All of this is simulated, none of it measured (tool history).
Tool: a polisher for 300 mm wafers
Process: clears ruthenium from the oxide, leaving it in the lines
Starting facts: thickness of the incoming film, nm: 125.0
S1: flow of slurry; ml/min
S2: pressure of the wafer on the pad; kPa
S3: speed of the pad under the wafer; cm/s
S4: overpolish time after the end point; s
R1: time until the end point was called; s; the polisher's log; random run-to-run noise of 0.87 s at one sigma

Run 1, hour 0: S1 270 ml/min, S2 17.2 kPa, S3 100 cm/s, S4 4 s. Result: R1 115.8 s.
Run 2, hour 0.6: S1 270 ml/min, S2 17.2 kPa, S3 100 cm/s, S4 4 s. Result: R1 116.59 s.
Run 3, hour 5.3: S1 270 ml/min, S2 17.2 kPa, S3 100 cm/s, S4 4 s. Result: R1 115.64 s.
Run 4, hour 11.8: S1 270 ml/min, S2 17.2 kPa, S3 100 cm/s, S4 4 s. Result: R1 114.6 s.
Run 5, hour 17.8: S1 270 ml/min, S2 17.9 kPa, S3 100 cm/s, S4 4 s. Result: R1 112.8 s.
Run 6, hour 23.7: S1 270 ml/min, S2 15.2 kPa, S3 100 cm/s, S4 4 s. Result: R1 129.93 s.
Run 7, hour 30.9: S1 270 ml/min, S2 16.5 kPa, S3 100 cm/s, S4 4 s. Result: R1 121.64 s.
Run 8, hour 37.8: S1 270 ml/min, S2 17.2 kPa, S3 100 cm/s, S4 4 s. Result: R1 117.99 s.

Predict the results of run 9:
Run 9, hour 46.5: S1 270 ml/min, S2 17.9 kPa, S3 100 cm/s, S4 4 s. Result: R1 ?.

Logged for run 9: R1 113.39 s.
